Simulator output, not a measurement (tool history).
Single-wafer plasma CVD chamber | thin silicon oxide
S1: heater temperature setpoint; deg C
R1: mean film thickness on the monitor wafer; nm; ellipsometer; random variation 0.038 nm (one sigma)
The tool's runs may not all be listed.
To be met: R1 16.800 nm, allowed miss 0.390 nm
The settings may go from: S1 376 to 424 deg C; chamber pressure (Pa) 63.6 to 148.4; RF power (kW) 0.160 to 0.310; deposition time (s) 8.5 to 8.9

{"run": 1, "hour": 0.0, "S1": 400, "chamber pressure (Pa)": 106.0, "RF power (kW)": 0.235, "deposition time (s)": 8.9, "R1": 14.78}
{"run": 2, "hour": 6.2, "S1": 400, "chamber pressure (Pa)": 106.0, "RF power (kW)": 0.235, "deposition time (s)": 8.5, "R1": 14.128}
{"run": 3, "hour": 13.5, "S1": 400, "chamber pressure (Pa)": 124.4, "RF power (kW)": 0.235, "deposition time (s)": 8.5, "R1": 16.198}
{"run": 4, "hour": 19.6, "S1": 400, "chamber pressure (Pa)": 125.7, "RF power (kW)": 0.235, "deposition time (s)": 8.5, "R1": 16.35}
{"run": 5, "hour": 20.6, "S1": 400, "chamber pressure (Pa)": 125.7, "RF power (kW)": 0.235, "deposition time (s)": 8.5, "R1": 16.328}
{"run": 6, "hour": 28.1, "S1": 400, "chamber pressure (Pa)": 116.9, "RF power (kW)": 0.235, "deposition time (s)": 8.5, "R1": 15.345}
{"run": 7, "hour": 33.1, "S1": 400, "chamber pressure (Pa)": 120.1, "RF power (kW)": 0.235, "deposition time (s)": 8.5, "R1": 15.657}
{"run": 8, "hour": 41.7, "S1": 400, "chamber pressure (Pa)": 122.7, "RF power (kW)": 0.235, "deposition time (s)": 8.5, "R1": 15.996}
{"run": 9, "hour": 48.3, "S1": 400, "chamber pressure (Pa)": 124.4, "RF power (kW)": 0.235, "deposition time (s)": 8.5, "R1": 16.183}
{"run": 10, "hour": 55.8, "S1": 400, "chamber pressure (Pa)": 125.7, "RF power (kW)": 0.235, "deposition time (s)": 8.5, "R1": 16.323}

Which of these 5 next moves meets every target?
{"run": "A", "hour": 63.3, "S1": 396, "chamber pressure (Pa)": 112.3, "RF power (kW)": 0.235, "deposition time (s)": 8.9, "R1": "?"}
{"run": "B", "hour": 63.3, "S1": 402, "chamber pressure (Pa)": 126.1, "RF power (kW)": 0.215, "deposition time (s)": 8.5, "R1": "?"}
{"run": "C", "hour": 63.3, "S1": 410, "chamber pressure (Pa)": 122.1, "RF power (kW)": 0.255, "deposition time (s)": 8.8, "R1": "?"}
{"run": "D", "hour": 63.3, "S1": 394, "chamber pressure (Pa)": 115.3, "RF power (kW)": 0.26, "deposition time (s)": 8.5, "R1": "?"}
{"run": "E", "hour": 63.3, "S1": 404, "chamber pressure (Pa)": 117.7, "RF power (kW)": 0.23, "deposition time (s)": 8.9, "R1": "?"}

move=A R1=15.562
move=B R1=15.832
move=C R1=16.820
move=D R1=15.770
move=E R1=15.982
A: further off than the last run
B: further off than the last run
C: meets every target
D: further off than the last run
E: further off than the last run
Answer: C
